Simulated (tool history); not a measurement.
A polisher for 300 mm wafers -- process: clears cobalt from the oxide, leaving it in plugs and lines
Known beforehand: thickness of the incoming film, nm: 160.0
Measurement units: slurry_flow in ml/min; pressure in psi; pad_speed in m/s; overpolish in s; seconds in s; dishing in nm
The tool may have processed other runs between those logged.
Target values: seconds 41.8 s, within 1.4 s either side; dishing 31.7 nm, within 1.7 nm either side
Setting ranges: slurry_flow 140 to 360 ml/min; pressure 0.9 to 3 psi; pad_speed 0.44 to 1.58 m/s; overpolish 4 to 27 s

{"run": 1, "hour": 0.0, "slurry_flow": 230, "pressure": 1.9, "pad_speed": 1, "overpolish": 14, "seconds": 27.658, "dishing": 34.635}
{"run": 2, "hour": 4.8, "slurry_flow": 230, "pressure": 1.9, "pad_speed": 1.24, "overpolish": 14, "seconds": 22.295, "dishing": 37.528}
{"run": 3, "hour": 9.0, "slurry_flow": 230, "pressure": 1.9, "pad_speed": 1.34, "overpolish": 14, "seconds": 20.71, "dishing": 39.025}
{"run": 4, "hour": 13.9, "slurry_flow": 230, "pressure": 1.9, "pad_speed": 1.34, "overpolish": 9, "seconds": 20.484, "dishing": 33.113}
{"run": 5, "hour": 21.7, "slurry_flow": 230, "pressure": 1.9, "pad_speed": 1.5, "overpolish": 9, "seconds": 18.392, "dishing": 34.7}
{"run": 6, "hour": 28.5, "slurry_flow": 275, "pressure": 1.9, "pad_speed": 1.5, "overpolish": 9, "seconds": 18.13, "dishing": 34.636}
{"run": 7, "hour": 36.2, "slurry_flow": 275, "pressure": 1.8, "pad_speed": 1.46, "overpolish": 10, "seconds": 19.364, "dishing": 35.722}
{"run": 8, "hour": 43.2, "slurry_flow": 275, "pressure": 1.7, "pad_speed": 1.42, "overpolish": 10, "seconds": 20.393, "dishing": 34.1}
{"run": 9, "hour": 49.9, "slurry_flow": 270, "pressure": 1.6, "pad_speed": 1.36, "overpolish": 11, "seconds": 22.47, "dishing": 34.836}
{"run": 10, "hour": 53.4, "slurry_flow": 270, "pressure": 1.5, "pad_speed": 1.32, "overpolish": 11, "seconds": 24.195, "dishing": 33.604}
{"run": 11, "hour": 62.1, "slurry_flow": 270, "pressure": 1.4, "pad_speed": 1.28, "overpolish": 11, "seconds": 25.805, "dishing": 32.102}
{"run": 12, "hour": 65.8, "slurry_flow": 270, "pressure": 1.3, "pad_speed": 1.24, "overpolish": 12, "seconds": 27.933, "dishing": 32.143}
{"run": 13, "hour": 69.8, "slurry_flow": 270, "pressure": 1.3, "pad_speed": 1.2, "overpolish": 13, "seconds": 29.005, "dishing": 33.249}

4 next moves are on the table. One of them brings every result within its allowed miss. Which?
{"run": "A", "hour": 73.8, "slurry_flow": 250, "pressure": 0.9, "pad_speed": 1.02, "overpolish": 17, "seconds": "?", "dishing": "?"}
{"run": "B", "hour": 73.8, "slurry_flow": 220, "pressure": 1, "pad_speed": 0.92, "overpolish": 18, "seconds": "?", "dishing": "?"}
{"run": "C", "hour": 73.8, "slurry_flow": 280, "pressure": 1, "pad_speed": 0.86, "overpolish": 19, "seconds": "?", "dishing": "?"}
{"run": "D", "hour": 73.8, "slurry_flow": 255, "pressure": 0.9, "pad_speed": 0.92, "overpolish": 26, "seconds": "?", "dishing": "?"}

move=A seconds=41.562 dishing=31.77
move=B seconds=44.201 dishing=31.713
move=C seconds=45.864 dishing=32.031
move=D seconds=45.829 dishing=37.147
A: in spec on every target
B: moves the result that the last run missed by most past its target, out the other side
C: moves the result that the last run missed by most past its target, out the other side
D: moves the result that the last run missed by most past its target, out the other side
A is the move that brings every result within its allowed miss.
